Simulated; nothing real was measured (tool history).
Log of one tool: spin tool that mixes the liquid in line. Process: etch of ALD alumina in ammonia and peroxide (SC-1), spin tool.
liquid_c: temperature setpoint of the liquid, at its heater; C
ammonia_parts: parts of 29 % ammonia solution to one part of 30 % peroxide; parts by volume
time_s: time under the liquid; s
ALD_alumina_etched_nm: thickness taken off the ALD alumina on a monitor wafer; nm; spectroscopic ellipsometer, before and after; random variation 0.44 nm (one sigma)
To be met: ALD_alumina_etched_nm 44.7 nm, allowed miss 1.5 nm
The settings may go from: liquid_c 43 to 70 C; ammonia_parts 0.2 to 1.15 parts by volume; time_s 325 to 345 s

run 1 day=0 | liquid_c=59 ammonia_parts=0.65 time_s=325 | ALD_alumina_etched_nm=26.428
run 2 day=0.342 | liquid_c=59 ammonia_parts=0.8 time_s=325 | ALD_alumina_etched_nm=26.171
run 3 day=0.367 | liquid_c=62 ammonia_parts=0.8 time_s=325 | ALD_alumina_etched_nm=31.167
run 4 day=0.45 | liquid_c=64 ammonia_parts=0.8 time_s=325 | ALD_alumina_etched_nm=35.313
run 5 day=0.588 | liquid_c=65.5 ammonia_parts=0.8 time_s=325 | ALD_alumina_etched_nm=36.93
run 6 day=0.821 | liquid_c=70 ammonia_parts=0.8 time_s=325 | ALD_alumina_etched_nm=46.396
-- day=0.904 thermometer replaced
run 7 day=0.904 | liquid_c=69.5 ammonia_parts=0.8 time_s=325 | ALD_alumina_etched_nm=48.132
run 8 day=1.158 | liquid_c=69 ammonia_parts=0.8 time_s=325 | ALD_alumina_etched_nm=48.456
run 9 day=1.317 | liquid_c=68.5 ammonia_parts=0.8 time_s=325 | ALD_alumina_etched_nm=46.907

Which of these 5 next moves meets every target?
run A day=1.475 | liquid_c=70 ammonia_parts=0.85 time_s=325 | ALD_alumina_etched_nm=?
run B day=1.475 | liquid_c=68.5 ammonia_parts=0.8 time_s=335 | ALD_alumina_etched_nm=?
run C day=1.475 | liquid_c=68 ammonia_parts=0.9 time_s=345 | ALD_alumina_etched_nm=?
run D day=1.475 | liquid_c=69 ammonia_parts=0.85 time_s=330 | ALD_alumina_etched_nm=?
run E day=1.475 | liquid_c=67.5 ammonia_parts=0.95 time_s=325 | ALD_alumina_etched_nm=?

move=A ALD_alumina_etched_nm=50.238
move=B ALD_alumina_etched_nm=47.895
move=C ALD_alumina_etched_nm=48.68
move=D ALD_alumina_etched_nm=48.613
move=E ALD_alumina_etched_nm=44.983
A: further off than the last run
B: further off than the last run
C: further off than the last run
D: further off than the last run
E: meets every target
The right move is E.

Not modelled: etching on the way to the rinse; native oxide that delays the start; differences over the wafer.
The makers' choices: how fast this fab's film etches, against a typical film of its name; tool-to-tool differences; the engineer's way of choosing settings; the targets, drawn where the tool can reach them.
